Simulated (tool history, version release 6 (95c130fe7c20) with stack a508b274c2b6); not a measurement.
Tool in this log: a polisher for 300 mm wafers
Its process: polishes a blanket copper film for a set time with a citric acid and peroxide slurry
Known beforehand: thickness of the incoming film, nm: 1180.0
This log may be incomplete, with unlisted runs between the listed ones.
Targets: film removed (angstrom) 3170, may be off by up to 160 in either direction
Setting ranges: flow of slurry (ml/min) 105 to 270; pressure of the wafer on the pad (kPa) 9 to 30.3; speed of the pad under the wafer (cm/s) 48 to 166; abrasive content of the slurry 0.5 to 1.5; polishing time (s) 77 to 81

| run | day | flow of slurry (ml/min) | pressure of the wafer on the pad (kPa) | speed of the pad under the wafer (cm/s) | abrasive content of the slurry | polishing time (s) | film removed (angstrom) |
|---|---|---|---|---|---|---|---|
| 1 | 0 | 175 | 19.3 | 106 | 1 | 77 | 1862.7 |
| 2 | 0.175 | 175 | 19.3 | 106 | 0.95 | 77 | 1788.4 |
| 3 | 0.212 | 175 | 21.4 | 106 | 0.95 | 77 | 1991.7 |
| 4 | 0.462 | 175 | 21.4 | 106 | 0.95 | 81 | 2064.1 |
| 5 | 0.579 | 175 | 21.4 | 106 | 0.8 | 81 | 2047.7 |
| 6 | 0.642 | 175 | 24.8 | 106 | 0.8 | 81 | 2323.8 |
| 7 | 0.871 | 175 | 25.5 | 108 | 0.8 | 81 | 2389.9 |
| 8 | 1.242 | 175 | 26.2 | 110 | 0.8 | 81 | 2504.7 |
| 9 | 1.317 | 175 | 26.9 | 112 | 0.8 | 81 | 2588.9 |
| 10 | 1.346 | 175 | 27.6 | 114 | 0.8 | 81 | 2695.7 |
| 11 | 1.379 | 175 | 28.3 | 116 | 0.8 | 81 | 2739.4 |

Of the 5 settings listed for the next run, only one would bring every result within its allowed miss of target. Which one?
| A | 1.412 | 160 | 29 | 120 | 0.75 | 77 | ? |
| B | 1.412 | 195 | 24.8 | 110 | 0.8 | 79 | ? |
| C | 1.412 | 145 | 26.9 | 102 | 0.75 | 77 | ? |
| D | 1.412 | 200 | 24.8 | 144 | 0.9 | 81 | ? |
| E | 1.412 | 105 | 29 | 98 | 0.75 | 81 | ? |

| move | film removed (angstrom) |
|---|---|
| A | 2665 |
| B | 2316.6 |
| C | 2131.7 |
| D | 3117.4 |
| E | 2168.7 |
A: moves away from the targets compared with the last run
B: moves away from the targets compared with the last run
C: moves away from the targets compared with the last run
D: each result inside its tolerance
E: moves away from the targets compared with the last run
Move D is the one to make.
